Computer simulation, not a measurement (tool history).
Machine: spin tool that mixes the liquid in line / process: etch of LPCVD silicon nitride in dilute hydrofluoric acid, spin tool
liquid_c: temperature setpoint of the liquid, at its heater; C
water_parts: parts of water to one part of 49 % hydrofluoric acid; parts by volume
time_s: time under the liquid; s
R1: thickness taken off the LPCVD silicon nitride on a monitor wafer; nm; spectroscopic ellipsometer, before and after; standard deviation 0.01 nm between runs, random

run 1 hour=0 | liquid_c=24 water_parts=80 time_s=55 | R1=0.37923
run 2 hour=6.7 | liquid_c=24 water_parts=100 time_s=55 | R1=0.31116
run 3 hour=11.6 | liquid_c=24 water_parts=100 time_s=55 | R1=0.30355
run 4 hour=15 | liquid_c=24 water_parts=100 time_s=35 | R1=0.19783
run 5 hour=21.5 | liquid_c=26 water_parts=90 time_s=35 | R1=0.24876
run 6 hour=26.2 | liquid_c=25.5 water_parts=75 time_s=35 | R1=0.28673

Run 7, settings as shown, results not yet in. Your forecast:
run 7 hour=32.9 | liquid_c=29.5 water_parts=45 time_s=40 | R1=?

Logged for run 7: R1 0.73066 nm.

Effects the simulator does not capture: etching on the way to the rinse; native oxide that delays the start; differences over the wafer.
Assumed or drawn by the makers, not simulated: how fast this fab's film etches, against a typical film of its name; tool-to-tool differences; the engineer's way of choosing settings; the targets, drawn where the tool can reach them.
